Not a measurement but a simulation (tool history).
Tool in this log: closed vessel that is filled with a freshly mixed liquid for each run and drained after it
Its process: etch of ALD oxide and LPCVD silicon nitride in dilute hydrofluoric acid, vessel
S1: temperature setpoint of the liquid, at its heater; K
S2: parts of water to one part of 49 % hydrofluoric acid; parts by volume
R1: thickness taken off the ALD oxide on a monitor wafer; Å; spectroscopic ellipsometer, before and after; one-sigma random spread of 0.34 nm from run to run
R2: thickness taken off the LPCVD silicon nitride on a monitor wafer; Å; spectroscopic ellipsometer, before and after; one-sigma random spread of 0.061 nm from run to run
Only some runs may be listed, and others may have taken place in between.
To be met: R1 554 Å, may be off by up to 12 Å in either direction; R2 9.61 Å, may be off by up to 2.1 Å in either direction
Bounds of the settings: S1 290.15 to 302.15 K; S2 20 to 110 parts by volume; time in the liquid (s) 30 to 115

{"run": 1, "hour": 0.0, "S1": 294.15, "S2": 60, "time in the liquid (s)": 60, "R1": 215.81, "R2": 3.5782}
{"run": 2, "hour": 3.2, "S1": 294.15, "S2": 75, "time in the liquid (s)": 60, "R1": 169.63, "R2": 2.5933}
{"run": 3, "hour": 5.1, "S1": 295.65, "S2": 60, "time in the liquid (s)": 60, "R1": 229.64, "R2": 4.1231}
{"run": 4, "hour": 6.4, "S1": 296.15, "S2": 50, "time in the liquid (s)": 60, "R1": 286.56, "R2": 5.0759}
{"run": 5, "hour": 10.8, "S1": 296.15, "S2": 50, "time in the liquid (s)": 35, "R1": 166.25, "R2": 3.0695}
{"run": 6, "hour": 17.1, "S1": 296.15, "S2": 50, "time in the liquid (s)": 30, "R1": 142.15, "R2": 2.5167}
{"run": 7, "hour": 18.5, "S1": 300.15, "S2": 25, "time in the liquid (s)": 60, "R1": 700.68, "R2": 12.295}
{"run": 8, "hour": 22.8, "S1": 299.15, "S2": 25, "time in the liquid (s)": 60, "R1": 671.51, "R2": 12.498}
{"run": 9, "hour": 24.8, "S1": 298.15, "S2": 25, "time in the liquid (s)": 60, "R1": 640.93, "R2": 11.092}
{"run": 10, "hour": 25.7, "S1": 297.65, "S2": 25, "time in the liquid (s)": 60, "R1": 623.51, "R2": 10.372}
{"run": 11, "hour": 27.1, "S1": 297.15, "S2": 25, "time in the liquid (s)": 60, "R1": 610.49, "R2": 12.111}
{"run": 12, "hour": 28.7, "S1": 296.65, "S2": 25, "time in the liquid (s)": 60, "R1": 600.18, "R2": 10.935}
{"run": 13, "hour": 33.3, "S1": 296.15, "S2": 25, "time in the liquid (s)": 60, "R1": 590.03, "R2": 11.197}
{"run": 14, "hour": 36.6, "S1": 295.65, "S2": 25, "time in the liquid (s)": 60, "R1": 573.07, "R2": 8.9456}
{"run": 15, "hour": 43.1, "S1": 296.15, "S2": 25, "time in the liquid (s)": 60, "R1": 599.69, "R2": 10.217}
{"run": 16, "hour": 44.6, "S1": 295.65, "S2": 25, "time in the liquid (s)": 60, "R1": 582.94, "R2": 8.8277}
{"run": 17, "hour": 51.7, "S1": 296.15, "S2": 25, "time in the liquid (s)": 60, "R1": 586.52, "R2": 11.309}
{"run": 18, "hour": 56.0, "S1": 295.65, "S2": 25, "time in the liquid (s)": 60, "R1": 576.41, "R2": 9.6915}
{"run": 19, "hour": 64.9, "S1": 295.15, "S2": 25, "time in the liquid (s)": 60, "R1": 574.17, "R2": 9.4266}

Below are 4 possible settings for the next run. Only one of them brings all results inside the allowed miss of their targets. Which is it?
{"run": "A", "hour": 73.8, "S1": 298.15, "S2": 25, "time in the liquid (s)": 50, "R1": "?", "R2": "?"}
{"run": "B", "hour": 73.8, "S1": 300.15, "S2": 25, "time in the liquid (s)": 45, "R1": "?", "R2": "?"}
{"run": "C", "hour": 73.8, "S1": 298.65, "S2": 20, "time in the liquid (s)": 40, "R1": "?", "R2": "?"}
{"run": "D", "hour": 73.8, "S1": 298.15, "S2": 35, "time in the liquid (s)": 70, "R1": "?", "R2": "?"}

move=A R1=538.13 R2=9.0344
move=B R1=526.15 R2=9.3035
move=C R1=553.38 R2=9.2575
move=D R1=530.73 R2=9.1348
A: carries the result that was furthest off beyond its target, to the other side
B: carries the result that was furthest off beyond its target, to the other side
C: hits every target within its allowed miss
D: carries the result that was furthest off beyond its target, to the other side
Correct choice: C, which meets every target
